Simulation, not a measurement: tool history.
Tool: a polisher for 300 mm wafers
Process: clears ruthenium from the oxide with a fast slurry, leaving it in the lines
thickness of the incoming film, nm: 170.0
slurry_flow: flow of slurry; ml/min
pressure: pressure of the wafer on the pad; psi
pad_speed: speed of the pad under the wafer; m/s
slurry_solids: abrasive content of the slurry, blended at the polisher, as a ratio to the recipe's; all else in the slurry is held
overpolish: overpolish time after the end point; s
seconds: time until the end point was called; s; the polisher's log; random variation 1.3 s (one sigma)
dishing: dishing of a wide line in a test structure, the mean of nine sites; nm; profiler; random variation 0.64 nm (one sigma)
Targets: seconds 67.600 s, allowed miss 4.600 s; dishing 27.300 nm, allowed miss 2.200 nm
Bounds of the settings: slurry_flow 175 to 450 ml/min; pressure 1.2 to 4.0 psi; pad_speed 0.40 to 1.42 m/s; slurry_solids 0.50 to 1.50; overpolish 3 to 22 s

run 1 hour=0.0 | slurry_flow=290 pressure=2.6 pad_speed=0.90 slurry_solids=1.00 overpolish=11 | seconds=48.830 dishing=33.195
run 2 hour=4.2 | slurry_flow=290 pressure=2.6 pad_speed=0.90 slurry_solids=1.15 overpolish=11 | seconds=43.832 dishing=37.239
run 3 hour=7.5 | slurry_flow=355 pressure=2.6 pad_speed=0.90 slurry_solids=1.15 overpolish=11 | seconds=44.516 dishing=37.377
run 4 hour=8.9 | slurry_flow=355 pressure=2.5 pad_speed=0.90 slurry_solids=1.15 overpolish=11 | seconds=46.126 dishing=36.566
run 5 hour=12.7 | slurry_flow=355 pressure=2.4 pad_speed=0.90 slurry_solids=1.15 overpolish=11 | seconds=47.938 dishing=34.856
run 6 hour=16.1 | slurry_flow=355 pressure=2.3 pad_speed=0.90 slurry_solids=1.15 overpolish=11 | seconds=48.555 dishing=33.948
run 7 hour=18.8 | slurry_flow=355 pressure=2.2 pad_speed=0.90 slurry_solids=1.15 overpolish=11 | seconds=51.114 dishing=32.316
run 8 hour=25.1 | slurry_flow=355 pressure=2.1 pad_speed=0.90 slurry_solids=1.15 overpolish=11 | seconds=55.213 dishing=30.152

4 next moves are on the table. One of them brings every result within its allowed miss. Which?
run A hour=31.4 | slurry_flow=370 pressure=1.8 pad_speed=0.74 slurry_solids=1.10 overpolish=15 | seconds=? dishing=?
run B hour=31.4 | slurry_flow=375 pressure=1.9 pad_speed=1.16 slurry_solids=1.25 overpolish=9 | seconds=? dishing=?
run C hour=31.4 | slurry_flow=380 pressure=2.3 pad_speed=0.88 slurry_solids=1.20 overpolish=10 | seconds=? dishing=?
run D hour=31.4 | slurry_flow=260 pressure=1.3 pad_speed=1.18 slurry_solids=1.15 overpolish=12 | seconds=? dishing=?

move=A seconds=75.602 dishing=28.133
move=B seconds=43.660 dishing=29.166
move=C seconds=48.363 dishing=29.250
move=D seconds=66.256 dishing=25.807
A: takes the result that was furthest off past its target
B: further off than the last run
C: further off than the last run
D: meets every target
Move D is the one to make.

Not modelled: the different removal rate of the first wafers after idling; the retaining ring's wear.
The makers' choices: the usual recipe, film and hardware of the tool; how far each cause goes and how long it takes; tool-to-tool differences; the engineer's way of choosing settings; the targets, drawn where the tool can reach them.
